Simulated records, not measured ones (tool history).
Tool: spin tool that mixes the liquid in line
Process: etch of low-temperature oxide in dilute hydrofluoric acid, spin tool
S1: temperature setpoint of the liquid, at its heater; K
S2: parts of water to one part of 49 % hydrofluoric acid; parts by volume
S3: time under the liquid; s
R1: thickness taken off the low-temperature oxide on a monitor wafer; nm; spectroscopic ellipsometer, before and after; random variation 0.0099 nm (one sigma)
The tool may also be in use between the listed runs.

run    day      S1   S2  S3      R1
  1  0.000  297.15  190  15  1.7829
  2  0.054  295.65  190  15  1.7238
  3  0.250  295.65  190  15  1.6852
  4  0.429  294.15  205  15  1.4485
  5  0.562  293.15  215  15  1.3054
     0.867  -- hydrofluoric acid flow meter replaced
  6  0.867  292.15  220  15  1.3873

The next listed run, before its measurement:
  7  1.162  292.15  235  15   ?

{"run 7": {"R1": 1.2876}}

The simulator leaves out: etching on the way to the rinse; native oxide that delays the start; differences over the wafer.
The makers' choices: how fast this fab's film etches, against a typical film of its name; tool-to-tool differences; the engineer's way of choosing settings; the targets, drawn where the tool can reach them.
